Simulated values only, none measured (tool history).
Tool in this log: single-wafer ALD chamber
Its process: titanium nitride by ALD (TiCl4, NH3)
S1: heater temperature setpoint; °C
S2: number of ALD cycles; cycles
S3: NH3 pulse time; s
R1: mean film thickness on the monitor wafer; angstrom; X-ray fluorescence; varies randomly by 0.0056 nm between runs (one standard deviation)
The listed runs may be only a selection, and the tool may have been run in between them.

{"run": 1, "hour": 0.0, "S1": 390, "S2": 105, "S3": 1.63, "R1": 22.639}
{"run": 2, "hour": 2.0, "S1": 390, "S2": 105, "S3": 1.93, "R1": 22.842}
{"run": 3, "hour": 10.7, "S1": 382, "S2": 105, "S3": 1.93, "R1": 22.64}
{"run": 4, "hour": 12.7, "S1": 383, "S2": 106, "S3": 1.94, "R1": 22.888}
{"run": 5, "hour": 15.0, "S1": 383, "S2": 105, "S3": 1.94, "R1": 22.613}
{"run": 6, "hour": 17.3, "S1": 383, "S2": 105, "S3": 1.94, "R1": 22.558}
{"run": 7, "hour": 25.5, "S1": 385, "S2": 106, "S3": 1.94, "R1": 22.811}
{"run": 8, "hour": 27.0, "S1": 387, "S2": 107, "S3": 1.99, "R1": 23.187}
{"run": 9, "hour": 35.8, "S1": 388, "S2": 107, "S3": 2.02, "R1": 23.31}

Estimate the outcome of run 10 from the log above:
{"run": 10, "hour": 43.6, "S1": 389, "S2": 107, "S3": 2.02, "R1": "?"}

{"run 10": {"R1": 23.285}}

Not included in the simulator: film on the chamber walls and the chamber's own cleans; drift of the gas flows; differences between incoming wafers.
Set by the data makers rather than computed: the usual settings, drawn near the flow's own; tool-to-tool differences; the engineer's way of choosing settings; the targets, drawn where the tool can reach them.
